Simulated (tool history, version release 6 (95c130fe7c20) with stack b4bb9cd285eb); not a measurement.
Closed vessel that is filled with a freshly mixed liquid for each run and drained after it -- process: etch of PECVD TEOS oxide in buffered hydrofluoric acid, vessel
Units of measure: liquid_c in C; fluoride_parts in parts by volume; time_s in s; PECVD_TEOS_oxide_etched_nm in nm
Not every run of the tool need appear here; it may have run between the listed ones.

{"run": 1, "hour": 0.0, "liquid_c": 25.0, "fluoride_parts": 7.0, "time_s": 90, "PECVD_TEOS_oxide_etched_nm": 283.81}
{"run": 2, "hour": 7.5, "liquid_c": 25.0, "fluoride_parts": 7.0, "time_s": 90, "PECVD_TEOS_oxide_etched_nm": 282.56}
{"run": 3, "hour": 10.6, "liquid_c": 25.0, "fluoride_parts": 7.0, "time_s": 95, "PECVD_TEOS_oxide_etched_nm": 302.99}
{"run": 4, "hour": 13.5, "liquid_c": 26.5, "fluoride_parts": 7.0, "time_s": 95, "PECVD_TEOS_oxide_etched_nm": 323.56}
{"run": 5, "hour": 17.9, "liquid_c": 26.5, "fluoride_parts": 8.5, "time_s": 95, "PECVD_TEOS_oxide_etched_nm": 267.42}
{"run": 6, "hour": 25.7, "liquid_c": 28.0, "fluoride_parts": 8.0, "time_s": 95, "PECVD_TEOS_oxide_etched_nm": 303.74}
{"run": 7, "hour": 32.1, "liquid_c": 29.0, "fluoride_parts": 7.5, "time_s": 95, "PECVD_TEOS_oxide_etched_nm": 340.33}

The next listed run, before its measurement:
{"hour": 37.9, "done": "hydrofluoric acid flow meter replaced"}
{"run": 8, "hour": 37.9, "liquid_c": 29.5, "fluoride_parts": 7.0, "time_s": 95, "PECVD_TEOS_oxide_etched_nm": "?"}

{"run 8": {"PECVD_TEOS_oxide_etched_nm": 423.5}}

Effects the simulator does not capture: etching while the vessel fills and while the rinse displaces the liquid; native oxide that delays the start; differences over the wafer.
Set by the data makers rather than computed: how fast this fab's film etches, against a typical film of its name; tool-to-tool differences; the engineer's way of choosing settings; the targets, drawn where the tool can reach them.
